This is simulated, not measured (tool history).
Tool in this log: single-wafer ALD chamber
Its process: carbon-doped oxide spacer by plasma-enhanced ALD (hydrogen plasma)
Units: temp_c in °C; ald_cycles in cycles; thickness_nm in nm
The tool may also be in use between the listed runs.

Run 1, hour 0.0: temp_c 400 °C, ald_cycles 591 cycles. Result: thickness_nm 29.116 nm.
Run 2, hour 9.2: temp_c 400 °C, ald_cycles 618 cycles. Result: thickness_nm 30.658 nm.
Run 3, hour 18.7: temp_c 389 °C, ald_cycles 618 cycles. Result: thickness_nm 30.296 nm.
Run 4, hour 28.6: temp_c 389 °C, ald_cycles 547 cycles. Result: thickness_nm 26.853 nm.
Run 5, hour 37.3: temp_c 383 °C, ald_cycles 547 cycles. Result: thickness_nm 27.012 nm.
Run 6, hour 39.7: temp_c 383 °C, ald_cycles 584 cycles. Result: thickness_nm 28.798 nm.
Run 7, hour 44.0: temp_c 383 °C, ald_cycles 612 cycles. Result: thickness_nm 30.269 nm.

Run 8 comes next. What will it give?
Run 8, hour 51.8: temp_c 383 °C, ald_cycles 633 cycles. Result: thickness_nm ?.

Run 8 yielded thickness_nm 30.928 nm.

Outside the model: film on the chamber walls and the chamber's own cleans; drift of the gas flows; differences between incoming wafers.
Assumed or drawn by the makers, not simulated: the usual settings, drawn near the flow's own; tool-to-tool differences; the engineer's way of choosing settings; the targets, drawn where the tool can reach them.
